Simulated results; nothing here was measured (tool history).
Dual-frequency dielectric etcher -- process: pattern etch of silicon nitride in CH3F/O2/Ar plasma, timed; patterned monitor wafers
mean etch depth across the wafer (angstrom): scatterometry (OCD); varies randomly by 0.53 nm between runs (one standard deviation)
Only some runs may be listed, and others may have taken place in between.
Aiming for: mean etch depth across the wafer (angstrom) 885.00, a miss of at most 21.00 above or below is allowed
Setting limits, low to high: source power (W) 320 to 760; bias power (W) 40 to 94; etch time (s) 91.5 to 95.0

run  hour  source power (W)  bias power (W)  etch time (s)  mean etch depth across the wafer (angstrom)
  1   0.0               540              67           91.5                                       755.97
  2   6.1               540              67           95.0                                       796.84
  3  11.0               540              67           95.0                                       791.09
  4  19.3               490              67           95.0                                       777.94
  5  25.8               530              70           95.0                                       799.95
  6  32.5               430              70           95.0                                       770.40
  7  39.9               480              73           95.0                                       789.48
  8  41.9               520              76           95.0                                       826.09

4 next moves are on the table. One of them brings every result within its allowed miss. Which?
  A  43.9               560              74           93.5                                            ?
  B  43.9               500              70           91.5                                            ?
  C  43.9               660              82           94.0                                            ?
  D  43.9               480              66           91.5                                            ?

move  mean etch depth across the wafer (angstrom)
   A                                       806.84
   B                                       755.30
   C                                       873.18
   D                                       734.63
A: further off than the last run
B: further off than the last run
C: all results land within tolerance of their targets
D: further off than the last run
The right move is C.
